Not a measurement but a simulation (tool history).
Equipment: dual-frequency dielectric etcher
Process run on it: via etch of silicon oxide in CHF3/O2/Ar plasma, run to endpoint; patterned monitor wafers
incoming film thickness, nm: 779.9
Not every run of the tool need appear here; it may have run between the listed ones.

{"run": 1, "hour": 0.0, "source power (kW)": 0.8, "bias power (kW)": 0.198, "endpoint time (s)": 349.28}
{"run": 2, "hour": 5.4, "source power (kW)": 0.83, "bias power (kW)": 0.2, "endpoint time (s)": 341.95}
{"run": 3, "hour": 11.0, "source power (kW)": 0.83, "bias power (kW)": 0.218, "endpoint time (s)": 334.67}
{"run": 4, "hour": 15.1, "source power (kW)": 0.85, "bias power (kW)": 0.219, "endpoint time (s)": 329.19}
{"run": 5, "hour": 17.0, "source power (kW)": 0.85, "bias power (kW)": 0.196, "endpoint time (s)": 336.58}
{"run": 6, "hour": 22.4, "source power (kW)": 0.85, "bias power (kW)": 0.211, "endpoint time (s)": 335.03}

The next listed run, before its measurement:
{"run": 7, "hour": 28.2, "source power (kW)": 0.85, "bias power (kW)": 0.211, "endpoint time (s)": "?"}

endpoint time (s): 330.65
